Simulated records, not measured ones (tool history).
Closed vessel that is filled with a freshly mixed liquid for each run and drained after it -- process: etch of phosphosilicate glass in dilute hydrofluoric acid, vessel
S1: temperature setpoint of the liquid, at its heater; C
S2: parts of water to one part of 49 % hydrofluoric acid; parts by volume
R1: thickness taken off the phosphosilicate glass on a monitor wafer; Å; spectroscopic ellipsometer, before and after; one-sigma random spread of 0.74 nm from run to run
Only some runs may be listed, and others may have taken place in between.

{"run": 1, "hour": 0.0, "S1": 25, "S2": 155, "time in the liquid (s)": 85, "R1": 443.52}
{"run": 2, "hour": 2.1, "S1": 25, "S2": 155, "time in the liquid (s)": 85, "R1": 444.62}
{"run": 3, "hour": 7.0, "S1": 26, "S2": 150, "time in the liquid (s)": 85, "R1": 477.06}
{"run": 4, "hour": 15.0, "S1": 22.5, "S2": 150, "time in the liquid (s)": 85, "R1": 413.05}
{"run": 5, "hour": 17.5, "S1": 22.5, "S2": 130, "time in the liquid (s)": 85, "R1": 494.63}
{"run": 6, "hour": 23.7, "S1": 23.5, "S2": 125, "time in the liquid (s)": 85, "R1": 542.36}
{"run": 7, "hour": 27.7, "S1": 24.5, "S2": 125, "time in the liquid (s)": 85, "R1": 568.68}
{"run": 8, "hour": 31.0, "S1": 25.5, "S2": 125, "time in the liquid (s)": 85, "R1": 580.25}
{"run": 9, "hour": 39.0, "S1": 26.5, "S2": 125, "time in the liquid (s)": 85, "R1": 603.91}
{"run": 10, "hour": 39.8, "S1": 27, "S2": 125, "time in the liquid (s)": 85, "R1": 622.36}
{"run": 11, "hour": 47.0, "S1": 27.5, "S2": 125, "time in the liquid (s)": 85, "R1": 632.81}
{"run": 12, "hour": 55.2, "S1": 28, "S2": 125, "time in the liquid (s)": 85, "R1": 642.31}

Run 13 is up next; what results do you expect?
{"run": 13, "hour": 62.8, "S1": 32, "S2": 100, "time in the liquid (s)": 85, "R1": "?"}

For run 13 the tool returned R1 968.82 Å.
